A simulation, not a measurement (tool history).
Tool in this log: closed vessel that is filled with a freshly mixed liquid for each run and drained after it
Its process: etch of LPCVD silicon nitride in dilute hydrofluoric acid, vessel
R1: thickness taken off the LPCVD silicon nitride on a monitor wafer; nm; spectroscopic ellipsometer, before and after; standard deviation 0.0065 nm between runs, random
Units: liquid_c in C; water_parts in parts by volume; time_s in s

{"run": 1, "hour": 0.0, "liquid_c": 24, "water_parts": 165, "time_s": 790, "R1": 2.823}
{"run": 2, "hour": 2.7, "liquid_c": 24, "water_parts": 190, "time_s": 790, "R1": 2.4502}
{"run": 3, "hour": 8.6, "liquid_c": 23, "water_parts": 195, "time_s": 790, "R1": 2.2469}
{"run": 4, "hour": 10.1, "liquid_c": 22, "water_parts": 200, "time_s": 790, "R1": 2.0618}
{"run": 5, "hour": 12.4, "liquid_c": 24, "water_parts": 200, "time_s": 790, "R1": 2.3323}
{"run": 6, "hour": 14.1, "liquid_c": 24, "water_parts": 155, "time_s": 790, "R1": 3.005}

Run 7 comes next. What will it give?
{"run": 7, "hour": 20.6, "liquid_c": 23, "water_parts": 165, "time_s": 790, "R1": "?"}

{"run 7": {"R1": 2.6501}}

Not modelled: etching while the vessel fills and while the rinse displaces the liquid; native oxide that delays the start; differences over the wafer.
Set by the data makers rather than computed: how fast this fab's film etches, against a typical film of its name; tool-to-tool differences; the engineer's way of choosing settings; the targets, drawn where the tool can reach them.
